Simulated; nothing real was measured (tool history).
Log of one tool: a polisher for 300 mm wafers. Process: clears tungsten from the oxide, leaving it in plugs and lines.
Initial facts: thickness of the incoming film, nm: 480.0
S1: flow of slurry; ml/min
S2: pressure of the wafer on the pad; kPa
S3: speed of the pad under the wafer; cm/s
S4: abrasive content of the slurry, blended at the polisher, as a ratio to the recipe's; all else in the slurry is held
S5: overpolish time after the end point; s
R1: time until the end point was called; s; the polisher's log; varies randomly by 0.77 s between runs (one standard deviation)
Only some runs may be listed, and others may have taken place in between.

{"run": 1, "hour": 0.0, "S1": 185, "S2": 29.6, "S3": 114, "S4": 1.0, "S5": 5, "R1": 68.184}
{"run": 2, "hour": 6.2, "S1": 185, "S2": 31.0, "S3": 114, "S4": 1.0, "S5": 5, "R1": 66.254}
{"run": 3, "hour": 13.7, "S1": 185, "S2": 31.0, "S3": 90, "S4": 1.0, "S5": 5, "R1": 81.693}
{"run": 4, "hour": 15.3, "S1": 185, "S2": 26.9, "S3": 90, "S4": 1.0, "S5": 5, "R1": 92.078}
{"run": 5, "hour": 17.6, "S1": 185, "S2": 31.0, "S3": 92, "S4": 1.0, "S5": 5, "R1": 79.91}
{"run": 6, "hour": 18.4, "S1": 185, "S2": 31.0, "S3": 92, "S4": 0.9, "S5": 5, "R1": 84.766}
{"run": 7, "hour": 19.6, "S1": 190, "S2": 39.3, "S3": 96, "S4": 0.9, "S5": 5, "R1": 63.035}
{"run": 8, "hour": 22.2, "S1": 190, "S2": 40.0, "S3": 96, "S4": 0.9, "S5": 5, "R1": 61.748}

Run 9, settings as shown, results not yet in. Your forecast:
{"run": 9, "hour": 23.5, "S1": 190, "S2": 40.7, "S3": 96, "S4": 0.9, "S5": 5, "R1": "?"}

{"run 9": {"R1": 60.789}}

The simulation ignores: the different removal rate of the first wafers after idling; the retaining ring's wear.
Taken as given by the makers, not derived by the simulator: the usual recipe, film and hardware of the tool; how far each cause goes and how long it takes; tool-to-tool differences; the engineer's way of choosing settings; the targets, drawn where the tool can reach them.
